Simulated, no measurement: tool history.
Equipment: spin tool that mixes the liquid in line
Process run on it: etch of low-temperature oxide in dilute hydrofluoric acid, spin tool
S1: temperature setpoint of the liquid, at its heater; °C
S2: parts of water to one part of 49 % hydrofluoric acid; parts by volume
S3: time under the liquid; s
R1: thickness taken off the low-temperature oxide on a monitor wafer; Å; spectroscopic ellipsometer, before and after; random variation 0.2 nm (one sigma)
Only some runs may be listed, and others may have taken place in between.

| run | hour | S1 | S2 | S3 | R1 |
|---|---|---|---|---|---|
| 1 | 0.0 | 25.0 | 245 | 280 | 168.86 |
| 2 | 1.6 | 26.0 | 235 | 280 | 183.20 |
| 3 | 5.8 | 26.5 | 225 | 280 | 199.60 |
| 4 | 7.1 | 26.5 | 225 | 305 | 213.89 |
| 5 | 14.1 | 26.5 | 225 | 305 | 214.69 |
| 6 | 19.5 | 26.5 | 225 | 305 | 218.07 |
| 7 | 20.4 | 27.0 | 215 | 305 | 233.90 |
| 8 | 26.3 | 27.5 | 205 | 305 | 252.31 |
| 9 | 34.9 | 31.5 | 140 | 305 | 461.50 |

Run 10 is up next; what results do you expect?
| 10 | 40.4 | 30.0 | 140 | 305 | ? |

{"run 10": {"R1": 434.29}}
